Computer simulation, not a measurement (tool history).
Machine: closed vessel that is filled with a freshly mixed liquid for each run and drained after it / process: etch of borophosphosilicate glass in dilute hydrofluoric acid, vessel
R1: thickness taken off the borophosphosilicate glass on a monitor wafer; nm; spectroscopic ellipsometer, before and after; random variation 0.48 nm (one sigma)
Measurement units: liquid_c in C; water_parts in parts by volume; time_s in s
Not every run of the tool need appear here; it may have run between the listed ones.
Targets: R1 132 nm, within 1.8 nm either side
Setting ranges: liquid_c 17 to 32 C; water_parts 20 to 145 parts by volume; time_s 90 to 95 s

Run 1, hour 0: liquid_c 24 C, water_parts 80 parts by volume, time_s 90 s. Result: R1 66.103 nm.
Run 2, hour 7: liquid_c 20.5 C, water_parts 80 parts by volume, time_s 90 s. Result: R1 57.302 nm.
Run 3, hour 11.8: liquid_c 20.5 C, water_parts 55 parts by volume, time_s 90 s. Result: R1 86.492 nm.
Run 4, hour 19.8: liquid_c 23 C, water_parts 55 parts by volume, time_s 90 s. Result: R1 95.399 nm.
Run 5, hour 22.9: liquid_c 25 C, water_parts 55 parts by volume, time_s 90 s. Result: R1 103.22 nm.
Run 6, hour 28.2: liquid_c 28 C, water_parts 55 parts by volume, time_s 90 s. Result: R1 117.15 nm.
Run 7, hour 34.7: liquid_c 28.5 C, water_parts 55 parts by volume, time_s 90 s. Result: R1 120.45 nm.
Run 8, hour 43.5: liquid_c 29 C, water_parts 55 parts by volume, time_s 90 s. Result: R1 122.3 nm.
Run 9, hour 47: liquid_c 29.5 C, water_parts 55 parts by volume, time_s 90 s. Result: R1 124.56 nm.
Run 10, hour 54.9: liquid_c 30 C, water_parts 55 parts by volume, time_s 90 s. Result: R1 126.35 nm.
Run 11, hour 60: liquid_c 30.5 C, water_parts 55 parts by volume, time_s 90 s. Result: R1 128.44 nm.

4 candidate next runs follow, results not yet known. Just one meets every target within its allowed miss. Identify it.
Run A, hour 65.1: liquid_c 30.5 C, water_parts 55 parts by volume, time_s 95 s. Result: R1 ?.
Run B, hour 65.1: liquid_c 25.5 C, water_parts 45 parts by volume, time_s 90 s. Result: R1 ?.
Run C, hour 65.1: liquid_c 31.5 C, water_parts 55 parts by volume, time_s 90 s. Result: R1 ?.
Run D, hour 65.1: liquid_c 31 C, water_parts 60 parts by volume, time_s 95 s. Result: R1 ?.

move      R1
   A  136.51
   B  131.41
   C  134.44
   D   126.6
A: moves the result that the last run missed by most past its target, out the other side
B: all results land within tolerance of their targets
C: moves the result that the last run missed by most past its target, out the other side
D: misses by more than the last run did
B meets every target.

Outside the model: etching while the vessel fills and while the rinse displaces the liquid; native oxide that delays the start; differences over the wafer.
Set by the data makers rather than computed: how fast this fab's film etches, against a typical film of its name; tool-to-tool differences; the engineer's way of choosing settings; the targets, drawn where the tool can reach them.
